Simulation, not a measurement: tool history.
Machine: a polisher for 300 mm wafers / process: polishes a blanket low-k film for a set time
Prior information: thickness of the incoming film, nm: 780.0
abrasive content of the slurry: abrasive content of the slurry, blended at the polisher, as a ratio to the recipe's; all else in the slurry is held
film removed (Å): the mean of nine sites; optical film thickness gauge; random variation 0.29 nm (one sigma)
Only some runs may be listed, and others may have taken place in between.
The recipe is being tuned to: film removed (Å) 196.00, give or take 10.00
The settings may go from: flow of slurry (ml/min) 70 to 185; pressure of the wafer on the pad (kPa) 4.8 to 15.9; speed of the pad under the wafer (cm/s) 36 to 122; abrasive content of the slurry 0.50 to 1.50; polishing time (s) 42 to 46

run,day,flow of slurry (ml/min),pressure of the wafer on the pad (kPa),speed of the pad under the wafer (cm/s),abrasive content of the slurry,polishing time (s),film removed (Å)
1,0.000,120,10.3,78,1.00,46,115.61
2,0.100,120,11.7,80,1.00,46,130.84
3,0.138,120,12.4,82,1.00,46,145.37
4,0.496,120,12.4,82,1.15,46,150.16
5,0.817,120,12.4,82,0.95,46,138.02
6,0.946,120,12.4,70,0.95,46,128.24
7,1.175,120,13.1,72,0.95,46,134.63
# day 1.342: slurry blender recalibrated
8,1.342,120,13.1,72,0.95,46,169.83
9,1.633,125,13.8,72,0.95,46,176.48
10,1.892,130,13.8,72,0.95,46,173.49

Which of these 5 next moves meets every target?
A,2.150,140,14.5,78,0.75,43,?
B,2.150,120,13.8,70,1.00,46,?
C,2.150,120,13.1,72,1.00,46,?
D,2.150,115,13.1,90,0.80,44,?
E,2.150,115,15.9,84,0.95,43,?

move,film removed (Å)
A,167.31
B,180.80
C,175.36
D,167.50
E,202.24
A: moves away from the targets compared with the last run
B: nearer than the last run, and not there yet
C: nearer than the last run, and not there yet
D: moves away from the targets compared with the last run
E: hits every target within its allowed miss
Go with E: it meets all targets.
